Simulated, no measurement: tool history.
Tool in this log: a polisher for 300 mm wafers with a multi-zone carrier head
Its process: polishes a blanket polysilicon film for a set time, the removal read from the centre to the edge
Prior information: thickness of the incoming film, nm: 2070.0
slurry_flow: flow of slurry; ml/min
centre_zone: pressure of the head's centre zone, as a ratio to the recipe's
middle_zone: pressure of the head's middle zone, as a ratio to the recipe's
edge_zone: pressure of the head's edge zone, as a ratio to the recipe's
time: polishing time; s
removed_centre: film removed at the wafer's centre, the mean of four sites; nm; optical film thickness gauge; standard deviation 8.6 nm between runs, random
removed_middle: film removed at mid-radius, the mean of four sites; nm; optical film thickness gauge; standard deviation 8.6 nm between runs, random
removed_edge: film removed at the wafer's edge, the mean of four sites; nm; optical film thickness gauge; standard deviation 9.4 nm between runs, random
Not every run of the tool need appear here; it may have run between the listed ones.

| run | hour | slurry_flow | centre_zone | middle_zone | edge_zone | time | removed_centre | removed_middle | removed_edge |
|---|---|---|---|---|---|---|---|---|---|
| 1 | 0 | 180 | 1 | 1 | 1 | 85 | 484.52 | 481.02 | 488.53 |
| 2 | 1.9 | 155 | 1 | 1 | 1 | 85 | 458.67 | 461.56 | 474.1 |
| 3 | 9.8 | 155 | 1.03 | 1 | 1 | 85 | 480.18 | 471.34 | 473.83 |
| 4 | 16.9 | 155 | 1.03 | 1.06 | 1 | 85 | 481.7 | 486.94 | 482.34 |
| 5 | 22.2 | 155 | 1.09 | 1.06 | 1 | 85 | 509.75 | 492.62 | 477.84 |
| 6 | 26.3 | 170 | 1.07 | 1.08 | 1.05 | 90 | 539.43 | 526.2 | 516.42 |
| 7 | 35.3 | 160 | 0.97 | 1.09 | 1.14 | 114 | 613.42 | 673.64 | 680.78 |

What does the tool deliver on the next run?
| 8 | 37 | 165 | 0.98 | 1.09 | 1.14 | 114 | ? | ? | ? |

{"run 8": {"removed_centre": 622.19, "removed_middle": 671.7, "removed_edge": 703.32}}

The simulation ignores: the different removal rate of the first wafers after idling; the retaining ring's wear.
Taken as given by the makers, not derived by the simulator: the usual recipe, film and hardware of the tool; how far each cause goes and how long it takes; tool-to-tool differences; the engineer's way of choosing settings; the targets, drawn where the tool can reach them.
